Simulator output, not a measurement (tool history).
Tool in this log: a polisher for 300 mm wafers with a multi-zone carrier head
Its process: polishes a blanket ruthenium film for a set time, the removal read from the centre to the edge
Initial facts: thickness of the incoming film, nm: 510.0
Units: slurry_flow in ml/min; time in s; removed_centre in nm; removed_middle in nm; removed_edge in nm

run	hour	slurry_flow	centre_zone	middle_zone	edge_zone	time	removed_centre	removed_middle	removed_edge
1	0.0	135	1.00	1.00	1.00	38	22.869	22.087	22.930
2	5.1	105	1.00	1.00	1.00	38	22.450	21.142	22.398
3	12.0	120	0.99	1.04	1.04	39	23.617	22.707	24.027
4	17.3	120	0.99	1.04	1.04	33	19.504	19.342	20.424
5	19.0	120	0.99	1.04	1.04	40	23.684	23.574	24.584
6	26.4	135	0.98	1.07	1.05	40	23.822	24.921	24.776
7	31.9	145	0.97	1.08	1.07	40	23.968	25.214	25.013

Run 8 comes next. What will it give?
8	34.8	150	0.95	1.09	1.09	40	?	?	?

Run 8 produced removed_centre 23.373 nm, removed_middle 25.634 nm, removed_edge 25.997 nm.
